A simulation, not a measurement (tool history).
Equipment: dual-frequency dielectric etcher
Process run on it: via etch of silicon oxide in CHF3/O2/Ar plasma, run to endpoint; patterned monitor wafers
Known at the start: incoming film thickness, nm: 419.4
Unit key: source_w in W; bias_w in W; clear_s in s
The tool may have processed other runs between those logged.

{"run": 1, "hour": 0.0, "source_w": 820, "bias_w": 230, "clear_s": 163.55}
{"run": 2, "hour": 3.3, "source_w": 890, "bias_w": 230, "clear_s": 157.33}
{"run": 3, "hour": 11.0, "source_w": 1030, "bias_w": 230, "clear_s": 149.47}
{"run": 4, "hour": 13.3, "source_w": 1030, "bias_w": 211, "clear_s": 153.74}
{"run": 5, "hour": 15.5, "source_w": 890, "bias_w": 211, "clear_s": 162.63}
{"run": 6, "hour": 16.1, "source_w": 830, "bias_w": 200, "clear_s": 173.73}
{"run": 7, "hour": 24.5, "source_w": 670, "bias_w": 178, "clear_s": 197.87}
{"run": 8, "hour": 26.7, "source_w": 650, "bias_w": 177, "clear_s": 200.84}
{"run": 9, "hour": 28.8, "source_w": 640, "bias_w": 176, "clear_s": 200.2}
{"run": 10, "hour": 32.5, "source_w": 640, "bias_w": 176, "clear_s": 201.22}
{"run": 11, "hour": 40.4, "source_w": 630, "bias_w": 175, "clear_s": 200.73}
{"run": 12, "hour": 43.2, "source_w": 520, "bias_w": 158, "clear_s": 229.48}

What does the tool deliver on the next run?
{"run": 13, "hour": 45.6, "source_w": 530, "bias_w": 159, "clear_s": "?"}

Run 13 came out at clear_s 229.77 s.

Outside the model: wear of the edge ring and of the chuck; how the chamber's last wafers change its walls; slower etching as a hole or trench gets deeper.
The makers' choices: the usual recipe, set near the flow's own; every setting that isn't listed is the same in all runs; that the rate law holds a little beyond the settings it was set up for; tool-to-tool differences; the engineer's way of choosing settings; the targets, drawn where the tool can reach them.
